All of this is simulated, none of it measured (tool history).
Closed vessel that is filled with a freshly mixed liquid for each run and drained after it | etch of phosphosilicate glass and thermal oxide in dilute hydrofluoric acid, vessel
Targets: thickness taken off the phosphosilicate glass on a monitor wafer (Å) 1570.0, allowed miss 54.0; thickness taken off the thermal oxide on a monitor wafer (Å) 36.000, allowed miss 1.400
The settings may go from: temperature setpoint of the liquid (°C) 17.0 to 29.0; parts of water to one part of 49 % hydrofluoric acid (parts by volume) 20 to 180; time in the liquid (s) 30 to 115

| run | hour | temperature setpoint of the liquid (°C) | parts of water to one part of 49 % hydrofluoric acid (parts by volume) | time in the liquid (s) | thickness taken off the phosphosilicate glass on a monitor wafer (Å) | thickness taken off the thermal oxide on a monitor wafer (Å) |
|---|---|---|---|---|---|---|
| 1 | 0.0 | 21.0 | 100 | 60 | 1093.0 | 24.902 |
| 2 | 1.7 | 23.0 | 100 | 60 | 1180.4 | 27.065 |
| 3 | 4.6 | 20.5 | 100 | 60 | 1081.2 | 24.452 |
| 4 | 12.0 | 22.5 | 95 | 60 | 1236.6 | 28.518 |
| 5 | 18.8 | 19.0 | 95 | 60 | 1067.9 | 24.408 |
| 6 | 23.8 | 19.0 | 95 | 75 | 1322.4 | 30.207 |
| 7 | 27.3 | 20.0 | 95 | 75 | 1407.0 | 31.546 |
| 8 | 32.9 | 21.0 | 95 | 75 | 1468.9 | 33.214 |
| 9 | 40.8 | 21.5 | 95 | 75 | 1472.3 | 33.777 |
| 10 | 46.2 | 22.0 | 95 | 75 | 1511.4 | 34.753 |

5 next moves are on the table. One of them brings every result within its allowed miss. Which?
| A | 51.6 | 18.0 | 80 | 85 | ? | ? |
| B | 51.6 | 24.5 | 120 | 85 | ? | ? |
| C | 51.6 | 25.0 | 110 | 75 | ? | ? |
| D | 51.6 | 20.0 | 100 | 90 | ? | ? |
| E | 51.6 | 17.0 | 120 | 115 | ? | ? |

| move | thickness taken off the phosphosilicate glass on a monitor wafer (Å) | thickness taken off the thermal oxide on a monitor wafer (Å) |
|---|---|---|
| A | 1709.8 | 40.128 |
| B | 1417.4 | 33.266 |
| C | 1408.2 | 33.051 |
| D | 1539.8 | 36.138 |
| E | 1417.8 | 33.274 |
A: takes the result that was furthest off past its target
B: further off than the last run
C: further off than the last run
D: meets every target
E: further off than the last run
Move D is the one to make.
